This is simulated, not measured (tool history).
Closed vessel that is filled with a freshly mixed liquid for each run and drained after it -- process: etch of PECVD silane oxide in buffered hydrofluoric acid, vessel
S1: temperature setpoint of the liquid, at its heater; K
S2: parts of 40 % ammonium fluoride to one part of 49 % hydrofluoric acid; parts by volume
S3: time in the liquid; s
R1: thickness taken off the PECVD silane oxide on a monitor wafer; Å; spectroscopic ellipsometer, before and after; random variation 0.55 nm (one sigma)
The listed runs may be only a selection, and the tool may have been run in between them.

run	hour	S1	S2	S3	R1
1	0	297.15	18.5	30	373.01
2	4.8	298.15	18.5	30	394.73
3	9.4	296.65	18.5	30	360.88
4	13.7	297.65	18.5	30	376.1
5	21.4	297.65	16	30	441.65
6	23	297.65	14	30	495.9

For run 7, what comes out?
7	30.4	298.15	14	30	?

{"run 7": {"R1": 511.08}}
